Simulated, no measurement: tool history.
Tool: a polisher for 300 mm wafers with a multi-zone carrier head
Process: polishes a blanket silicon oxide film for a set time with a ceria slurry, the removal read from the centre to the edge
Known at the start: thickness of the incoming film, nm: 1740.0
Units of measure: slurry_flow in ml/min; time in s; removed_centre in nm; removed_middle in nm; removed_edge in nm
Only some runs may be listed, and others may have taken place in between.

run,hour,slurry_flow,centre_zone,middle_zone,edge_zone,time,removed_centre,removed_middle,removed_edge
1,0,250,1,1,1,72,242.1,245.25,242.43
2,4.2,250,1,1.08,1,72,240.11,262.74,232.82
3,8.6,250,1,1.08,0.97,72,245.59,260.44,234.85
4,16.8,255,1,1.07,0.98,75,255.66,272.69,246.68
5,22.3,265,1,1.07,0.99,77,263.32,282.21,253.96
6,29.1,270,1,1.07,1,79,272.25,286,265.73
7,31.3,275,1,1.08,1.01,80,278.95,295.2,264.51
8,31.8,275,0.99,1.08,1.01,81,277.44,296.44,265.4
9,35.2,270,0.99,1.07,1.01,83,282.64,301.29,283.65

Predict the results of run 10:
10,39.5,270,0.99,1.07,1.01,84,?,?,?

{"run 10": {"removed_centre": 288.71, "removed_middle": 302.4, "removed_edge": 275.91}}
